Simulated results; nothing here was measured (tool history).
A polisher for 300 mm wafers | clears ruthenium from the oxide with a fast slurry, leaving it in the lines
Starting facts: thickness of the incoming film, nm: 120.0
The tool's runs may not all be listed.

run	hour	flow of slurry (ml/min)	pressure of the wafer on the pad (psi)	speed of the pad under the wafer (m/s)	abrasive content of the slurry	overpolish time after the end point (s)	time until the end point was called (s)	dishing of a wide line in a test structure (Å)
1	0.0	170	2.5	0.80	1.0	11	36.848	294.360
2	3.5	170	2.4	0.80	1.0	10	38.118	256.800
3	8.3	200	2.4	0.80	1.0	10	37.020	262.820
4	13.2	200	2.3	0.80	1.0	10	37.962	257.400
# hour 20.6: slurry nozzle cleaned
5	20.6	195	2.2	0.80	1.0	10	37.328	265.080
6	24.2	195	2.1	0.78	1.0	9	39.368	231.670

What does the tool deliver on the next run?
7	32.7	180	1.4	0.76	1.0	5	?	?

{"run 7": {"time until the end point was called (s)": 53.74, "dishing of a wide line in a test structure (Å)": 93.805}}
